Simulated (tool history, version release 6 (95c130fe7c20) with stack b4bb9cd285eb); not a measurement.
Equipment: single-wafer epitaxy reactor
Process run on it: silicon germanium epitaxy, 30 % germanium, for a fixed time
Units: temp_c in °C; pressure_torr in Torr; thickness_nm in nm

run,hour,temp_c,pressure_torr,thickness_nm
1,0,580,14.2,38.076
2,6.2,580,16,40.099
3,14.9,587,16,45.11
4,19.2,584,15.9,42.595
5,25.1,584,18.1,45.118
6,30.4,589,18.1,49.253
7,36.4,585,18,45.689
8,43.2,582,17.9,43.311
9,50.1,579,17.8,41.18
10,56.4,576,17.7,39.225
11,64,574,17.5,37.559
12,65.9,572,17.4,36.219
13,73.8,570,17.3,34.914
14,80.5,568,17.2,33.689
15,82.8,567,17.1,33.089

Forecast run 16:
16,84.1,566,17,?

Run 16 produced thickness_nm 32.247 nm.
